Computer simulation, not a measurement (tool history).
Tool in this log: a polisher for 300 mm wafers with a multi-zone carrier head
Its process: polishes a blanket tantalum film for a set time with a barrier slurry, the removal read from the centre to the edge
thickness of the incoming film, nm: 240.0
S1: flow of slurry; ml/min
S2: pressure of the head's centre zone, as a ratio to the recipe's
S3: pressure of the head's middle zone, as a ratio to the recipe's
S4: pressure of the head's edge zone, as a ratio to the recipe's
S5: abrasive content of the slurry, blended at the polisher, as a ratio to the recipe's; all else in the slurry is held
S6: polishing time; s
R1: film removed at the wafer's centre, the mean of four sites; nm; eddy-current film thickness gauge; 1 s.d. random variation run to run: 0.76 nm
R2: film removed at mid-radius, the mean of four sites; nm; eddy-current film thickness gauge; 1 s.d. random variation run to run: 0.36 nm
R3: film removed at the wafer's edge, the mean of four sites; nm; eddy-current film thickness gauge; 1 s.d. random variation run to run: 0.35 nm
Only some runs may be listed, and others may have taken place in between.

Run 1, hour 0: S1 225 ml/min, S2 1, S3 1, S4 1, S5 1, S6 48 s. Result: R1 96.392 nm, R2 93.597 nm, R3 89.079 nm.
Run 2, hour 3.7: S1 220 ml/min, S2 0.99, S3 0.97, S4 0.97, S5 0.9, S6 44 s. Result: R1 84.192 nm, R2 82.128 nm, R3 78.384 nm.
Run 3, hour 10.3: S1 210 ml/min, S2 0.99, S3 0.94, S4 0.95, S5 0.8, S6 41 s. Result: R1 75.239 nm, R2 72.324 nm, R3 70.261 nm.
Run 4, hour 17.6: S1 210 ml/min, S2 0.95, S3 0.94, S4 0.95, S5 0.8, S6 41 s. Result: R1 73.762 nm, R2 73.298 nm, R3 69.986 nm.
Run 5, hour 18.4: S1 200 ml/min, S2 0.96, S3 0.91, S4 0.93, S5 0.75, S6 39 s. Result: R1 68.788 nm, R2 66.714 nm, R3 65.542 nm.
Run 6, hour 24: S1 195 ml/min, S2 0.97, S3 0.9, S4 0.91, S5 0.7, S6 38 s. Result: R1 66.899 nm, R2 63.896 nm, R3 62.07 nm.
Run 7, hour 24.8: S1 190 ml/min, S2 0.97, S3 0.88, S4 0.89, S5 0.65, S6 37 s. Result: R1 62.94 nm, R2 59.548 nm, R3 58.847 nm.
Run 8, hour 25.8: S1 185 ml/min, S2 0.97, S3 0.87, S4 0.87, S5 0.6, S6 37 s. Result: R1 63.191 nm, R2 57.752 nm, R3 57.053 nm.
Run 9, hour 29.8: S1 160 ml/min, S2 0.9, S3 0.83, S4 0.81, S5 0.5, S6 35 s. Result: R1 52.608 nm, R2 50.926 nm, R3 50.409 nm.
Run 10, hour 31.1: S1 165 ml/min, S2 0.91, S3 0.83, S4 0.81, S5 0.5, S6 35 s. Result: R1 52.485 nm, R2 50.628 nm, R3 49.864 nm.

Forecast run 11:
Run 11, hour 34.9: S1 185 ml/min, S2 0.97, S3 0.83, S4 0.85, S5 0.55, S6 35 s. Result: R1 ?, R2 ?, R3 ?.

R1: 58.165 nm
R2: 53.114 nm
R3: 53.101 nm

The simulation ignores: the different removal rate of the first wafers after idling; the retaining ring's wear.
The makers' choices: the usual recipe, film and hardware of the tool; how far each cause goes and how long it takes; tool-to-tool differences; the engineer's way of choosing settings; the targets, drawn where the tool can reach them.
